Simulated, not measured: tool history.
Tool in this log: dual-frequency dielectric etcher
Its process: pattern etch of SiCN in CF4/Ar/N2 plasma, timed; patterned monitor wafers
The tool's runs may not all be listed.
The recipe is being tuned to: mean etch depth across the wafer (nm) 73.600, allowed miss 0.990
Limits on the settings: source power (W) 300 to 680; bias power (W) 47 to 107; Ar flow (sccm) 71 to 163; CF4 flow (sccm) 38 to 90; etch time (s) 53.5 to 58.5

run,hour,source power (W),bias power (W),Ar flow (sccm),CF4 flow (sccm),etch time (s),mean etch depth across the wafer (nm)
1,0.0,490,77,117,64,58.5,52.150
2,6.5,510,77,117,64,58.5,54.372
3,13.2,530,77,117,64,58.5,56.826
4,17.1,540,77,117,64,58.5,57.524
5,22.8,540,77,117,75,58.5,58.701
6,25.3,540,77,103,75,58.5,60.121
7,31.9,640,78,103,75,58.5,70.717
8,37.6,650,78,103,75,58.5,71.955

Exercise: of the 5 proposed moves below, exactly one satisfies all targets within the stated allowed misses. Which move is it?
A,43.3,660,89,83,74,55.0,?
B,43.3,650,82,109,74,58.0,?
C,43.3,670,77,120,90,56.5,?
D,43.3,660,79,95,69,57.0,?
E,43.3,660,75,92,79,55.0,?

move,mean etch depth across the wafer (nm)
A,74.009
B,72.023
C,71.730
D,71.378
E,69.315
A: all results land within tolerance of their targets
B: roughly where the last run was
C: the biggest miss grows against the last run
D: the biggest miss grows against the last run
E: the biggest miss grows against the last run
A is the move that brings every result within its allowed miss.

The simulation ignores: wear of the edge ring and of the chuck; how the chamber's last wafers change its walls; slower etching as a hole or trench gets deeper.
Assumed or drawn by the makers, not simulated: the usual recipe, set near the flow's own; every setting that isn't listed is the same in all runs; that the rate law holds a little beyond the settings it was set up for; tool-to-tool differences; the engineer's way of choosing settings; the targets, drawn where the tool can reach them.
